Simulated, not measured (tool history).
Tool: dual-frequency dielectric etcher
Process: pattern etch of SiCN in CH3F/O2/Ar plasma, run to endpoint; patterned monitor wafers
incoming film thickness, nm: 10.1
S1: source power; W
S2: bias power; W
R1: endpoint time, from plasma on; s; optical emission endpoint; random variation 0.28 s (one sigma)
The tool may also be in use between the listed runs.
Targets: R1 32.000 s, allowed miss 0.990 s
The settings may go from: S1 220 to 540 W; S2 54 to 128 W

{"run": 1, "hour": 0.0, "S1": 380, "S2": 91, "R1": 26.343}
{"run": 2, "hour": 7.1, "S1": 380, "S2": 82, "R1": 27.328}
{"run": 3, "hour": 11.4, "S1": 380, "S2": 75, "R1": 28.312}
{"run": 4, "hour": 14.6, "S1": 380, "S2": 68, "R1": 29.472}
{"run": 5, "hour": 18.8, "S1": 360, "S2": 66, "R1": 30.487}
{"run": 6, "hour": 20.9, "S1": 400, "S2": 66, "R1": 29.31}
{"run": 7, "hour": 22.1, "S1": 380, "S2": 64, "R1": 30.771}
{"run": 8, "hour": 26.8, "S1": 370, "S2": 63, "R1": 30.991}

Which of these 5 next moves meets every target?
{"run": "A", "hour": 31.5, "S1": 370, "S2": 69, "R1": "?"}
{"run": "B", "hour": 31.5, "S1": 390, "S2": 73, "R1": "?"}
{"run": "C", "hour": 31.5, "S1": 380, "S2": 68, "R1": "?"}
{"run": "D", "hour": 31.5, "S1": 400, "S2": 54, "R1": "?"}
{"run": "E", "hour": 31.5, "S1": 360, "S2": 69, "R1": "?"}

move=A R1=29.952
move=B R1=28.784
move=C R1=29.830
move=D R1=31.833
move=E R1=30.246
A: further off than the last run
B: further off than the last run
C: further off than the last run
D: meets every target
E: further off than the last run
The right move is D.

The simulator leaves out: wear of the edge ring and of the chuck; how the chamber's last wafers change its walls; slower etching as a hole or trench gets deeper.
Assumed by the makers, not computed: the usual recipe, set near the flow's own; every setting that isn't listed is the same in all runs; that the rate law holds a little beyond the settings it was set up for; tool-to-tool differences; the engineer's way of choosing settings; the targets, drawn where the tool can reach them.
